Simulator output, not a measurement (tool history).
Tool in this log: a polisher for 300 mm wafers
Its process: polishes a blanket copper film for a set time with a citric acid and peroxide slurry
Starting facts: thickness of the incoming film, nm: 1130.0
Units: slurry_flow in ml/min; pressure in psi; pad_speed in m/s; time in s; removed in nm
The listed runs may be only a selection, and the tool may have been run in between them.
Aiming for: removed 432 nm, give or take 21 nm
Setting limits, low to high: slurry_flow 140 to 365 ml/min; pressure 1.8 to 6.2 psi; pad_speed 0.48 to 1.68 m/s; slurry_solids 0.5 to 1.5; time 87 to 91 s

run 1 hour=0 | slurry_flow=235 pressure=4 pad_speed=1.08 slurry_solids=1 time=87 | removed=308.55
run 2 hour=7.6 | slurry_flow=235 pressure=4.2 pad_speed=1.08 slurry_solids=1 time=87 | removed=317.25
run 3 hour=11.7 | slurry_flow=235 pressure=4.2 pad_speed=1.08 slurry_solids=0.8 time=87 | removed=305.19
run 4 hour=13.3 | slurry_flow=235 pressure=4.2 pad_speed=1.3 slurry_solids=0.8 time=87 | removed=356.26
run 5 hour=21.2 | slurry_flow=235 pressure=4.3 pad_speed=1.3 slurry_solids=0.8 time=87 | removed=356.66
-- hour=29 head pressure recalibrated
run 6 hour=29 | slurry_flow=235 pressure=3.8 pad_speed=1.3 slurry_solids=0.8 time=87 | removed=299.47
run 7 hour=33.2 | slurry_flow=235 pressure=3.9 pad_speed=1.3 slurry_solids=0.8 time=87 | removed=315.64
run 8 hour=35.2 | slurry_flow=235 pressure=4 pad_speed=1.3 slurry_solids=0.8 time=87 | removed=322.52
run 9 hour=42.9 | slurry_flow=235 pressure=4.1 pad_speed=1.3 slurry_solids=0.8 time=87 | removed=316.44
run 10 hour=45.2 | slurry_flow=235 pressure=4.2 pad_speed=1.3 slurry_solids=0.8 time=87 | removed=335.78
run 11 hour=52.9 | slurry_flow=235 pressure=4.3 pad_speed=1.3 slurry_solids=0.8 time=87 | removed=339.96

5 next moves are on the table. One of them brings every result within its allowed miss. Which?
run A hour=60.6 | slurry_flow=200 pressure=3.8 pad_speed=1.02 slurry_solids=0.95 time=87 | removed=?
run B hour=60.6 | slurry_flow=195 pressure=4 pad_speed=1.16 slurry_solids=0.9 time=90 | removed=?
run C hour=60.6 | slurry_flow=235 pressure=5.4 pad_speed=1.44 slurry_solids=0.8 time=91 | removed=?
run D hour=60.6 | slurry_flow=285 pressure=3.7 pad_speed=1.28 slurry_solids=0.75 time=89 | removed=?
run E hour=60.6 | slurry_flow=285 pressure=4.9 pad_speed=1.46 slurry_solids=0.75 time=88 | removed=?

move=A removed=254.56
move=B removed=300.09
move=C removed=481.99
move=D removed=299.23
move=E removed=431.82
A: moves away from the targets compared with the last run
B: moves away from the targets compared with the last run
C: carries the result that was furthest off beyond its target, to the other side
D: moves away from the targets compared with the last run
E: hits every target within its allowed miss
Go with E: it meets all targets.

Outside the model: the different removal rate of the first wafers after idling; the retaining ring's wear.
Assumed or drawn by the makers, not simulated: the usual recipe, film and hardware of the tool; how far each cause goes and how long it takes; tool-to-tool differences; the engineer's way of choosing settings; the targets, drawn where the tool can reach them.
